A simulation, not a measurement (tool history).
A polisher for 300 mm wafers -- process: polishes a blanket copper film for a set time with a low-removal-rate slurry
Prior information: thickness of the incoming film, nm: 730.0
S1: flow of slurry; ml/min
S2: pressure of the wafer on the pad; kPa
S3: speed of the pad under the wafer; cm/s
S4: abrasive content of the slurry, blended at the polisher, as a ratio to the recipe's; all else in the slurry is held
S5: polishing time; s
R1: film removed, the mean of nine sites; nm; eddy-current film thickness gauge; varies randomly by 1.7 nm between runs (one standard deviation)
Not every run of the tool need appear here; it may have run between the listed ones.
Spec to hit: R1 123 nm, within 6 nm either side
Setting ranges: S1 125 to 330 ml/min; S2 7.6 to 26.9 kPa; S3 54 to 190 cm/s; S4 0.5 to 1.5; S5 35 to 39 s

run,hour,S1,S2,S3,S4,S5,R1
1,0,210,17.2,122,1,39,98.065
2,7.2,210,18.6,122,1,39,103.31
3,8.7,210,18.6,106,1,39,92.372
4,13.7,210,18.6,106,1,35,84.341
5,18.6,210,21.4,106,1,35,93.819
6,25.5,210,22.8,108,1,35,97.701
7,26.9,210,24.1,112,1,35,109.31
8,31.4,210,24.1,112,1,35,107.44
9,33.6,210,24.8,114,1,35,111.46

Of the 4 settings listed for the next run, only one would bring every result within its allowed miss of target. Which one?
A,35.8,225,23.4,98,1.05,35,?
B,35.8,185,24.8,122,1,37,?
C,35.8,255,26.2,142,0.95,35,?
D,35.8,170,24.1,96,1.2,35,?

move,R1
A,98.991
B,124.73
C,144.12
D,98.189
A: the biggest miss grows against the last run
B: all results land within tolerance of their targets
C: carries the result that was furthest off beyond its target, to the other side
D: the biggest miss grows against the last run
B is the move that brings every result within its allowed miss.
